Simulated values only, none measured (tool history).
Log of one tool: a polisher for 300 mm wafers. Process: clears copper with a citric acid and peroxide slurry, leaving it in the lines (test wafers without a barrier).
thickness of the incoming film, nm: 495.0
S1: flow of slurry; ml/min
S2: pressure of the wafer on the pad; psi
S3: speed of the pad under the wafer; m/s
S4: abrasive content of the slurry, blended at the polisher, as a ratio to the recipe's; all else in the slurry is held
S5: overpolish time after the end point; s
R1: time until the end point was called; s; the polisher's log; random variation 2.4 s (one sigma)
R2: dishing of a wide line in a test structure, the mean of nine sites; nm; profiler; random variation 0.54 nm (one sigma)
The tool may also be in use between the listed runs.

run	hour	S1	S2	S3	S4	S5	R1	R2
1	0.0	275	4.1	1.02	1.0	16	215.21	28.757
2	3.5	275	4.1	1.12	1.0	16	196.57	31.691
3	4.3	275	4.3	1.12	1.0	16	182.12	32.904
4	8.4	275	4.3	1.12	1.0	19	188.24	36.673
5	14.7	275	4.3	1.12	1.0	13	187.72	27.976
6	15.6	275	4.3	1.12	1.0	19	184.00	36.832
7	17.2	275	4.5	1.12	1.0	18	182.96	37.041
8	24.0	275	4.7	1.14	1.0	17	171.51	36.768

Forecast run 9:
9	26.1	275	4.8	1.14	1.0	16	?	?

R1: 164.89 s
R2: 35.652 nm
